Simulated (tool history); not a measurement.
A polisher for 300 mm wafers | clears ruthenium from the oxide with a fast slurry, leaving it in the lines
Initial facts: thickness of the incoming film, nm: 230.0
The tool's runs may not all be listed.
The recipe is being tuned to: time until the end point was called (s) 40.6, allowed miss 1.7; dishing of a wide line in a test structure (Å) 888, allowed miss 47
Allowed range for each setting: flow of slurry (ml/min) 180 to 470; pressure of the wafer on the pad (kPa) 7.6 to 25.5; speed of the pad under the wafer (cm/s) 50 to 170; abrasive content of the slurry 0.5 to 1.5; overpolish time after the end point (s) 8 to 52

| run | hour | flow of slurry (ml/min) | pressure of the wafer on the pad (kPa) | speed of the pad under the wafer (cm/s) | abrasive content of the slurry | overpolish time after the end point (s) | time until the end point was called (s) | dishing of a wide line in a test structure (Å) |
|---|---|---|---|---|---|---|---|---|
| 1 | 0 | 300 | 16.5 | 110 | 1 | 26 | 77.86 | 488.53 |
| 2 | 2.4 | 300 | 13.8 | 110 | 1 | 26 | 93.832 | 427.03 |
| 3 | 11.3 | 345 | 13.8 | 110 | 1 | 26 | 92.851 | 432.62 |
| 4 | 20 | 345 | 15.2 | 112 | 1 | 27 | 82.061 | 493.08 |
| 5 | 27 | 310 | 15.2 | 112 | 1 | 27 | 81.593 | 477.57 |
| 6 | 34.5 | 310 | 17.9 | 112 | 1 | 27 | 72.085 | 543.4 |
| 7 | 39.4 | 310 | 19.3 | 114 | 1 | 27 | 64.404 | 572.31 |
| 8 | 43.1 | 310 | 20 | 116 | 1 | 28 | 61.058 | 623.41 |
| 9 | 48.7 | 310 | 20.7 | 118 | 1 | 28 | 57.442 | 623.52 |
|  | 57 | slurry blender recalibrated |
| 10 | 57 | 310 | 21.4 | 120 | 1 | 29 | 43.782 | 739.43 |
| 11 | 60.1 | 310 | 21.4 | 120 | 1 | 29 | 45.146 | 747.03 |
| 12 | 61.2 | 310 | 23.4 | 120 | 1 | 34 | 41.001 | 822.33 |
| 13 | 63.6 | 310 | 23.4 | 120 | 1 | 35 | 41.635 | 829.19 |

Exactly one of the 5 candidate moves below puts every result within its allowed miss. Which one?
| A | 66 | 285 | 19.3 | 146 | 1.05 | 40 | ? | ? |
| B | 66 | 275 | 20 | 140 | 1.1 | 26 | ? | ? |
| C | 66 | 275 | 23.4 | 126 | 1 | 26 | ? | ? |
| D | 66 | 350 | 22.8 | 126 | 0.95 | 27 | ? | ? |
| E | 66 | 305 | 24.1 | 106 | 1.05 | 32 | ? | ? |

| move | time until the end point was called (s) | dishing of a wide line in a test structure (Å) |
|---|---|---|
| A | 40.566 | 880.6 |
| B | 39.949 | 740.76 |
| C | 39.542 | 744.53 |
| D | 41.213 | 743.18 |
| E | 43.691 | 783.57 |
A: in spec on every target
B: moves away from the targets compared with the last run
C: moves away from the targets compared with the last run
D: moves away from the targets compared with the last run
E: moves away from the targets compared with the last run
A meets every target.
